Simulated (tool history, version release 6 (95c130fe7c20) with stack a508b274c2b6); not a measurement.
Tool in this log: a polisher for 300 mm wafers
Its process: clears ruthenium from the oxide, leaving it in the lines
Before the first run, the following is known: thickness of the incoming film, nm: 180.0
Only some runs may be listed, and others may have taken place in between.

run	hour	flow of slurry (ml/min)	pressure of the wafer on the pad (kPa)	speed of the pad under the wafer (cm/s)	overpolish time after the end point (s)	time until the end point was called (s)
1	0.0	300	15.9	114	46	124.12
2	1.6	300	13.8	114	46	138.59
3	6.6	300	12.4	114	46	155.45
4	9.8	300	11.7	114	46	164.79
5	14.1	300	11.7	114	49	163.18
6	19.3	300	15.2	114	49	128.63
7	21.3	300	13.1	114	49	150.82
8	22.0	300	12.4	114	49	154.02
9	24.9	300	11.7	114	49	164.70

The next listed run, before its measurement:
10	30.3	300	11.0	114	49	?

time until the end point was called (s): 179.69
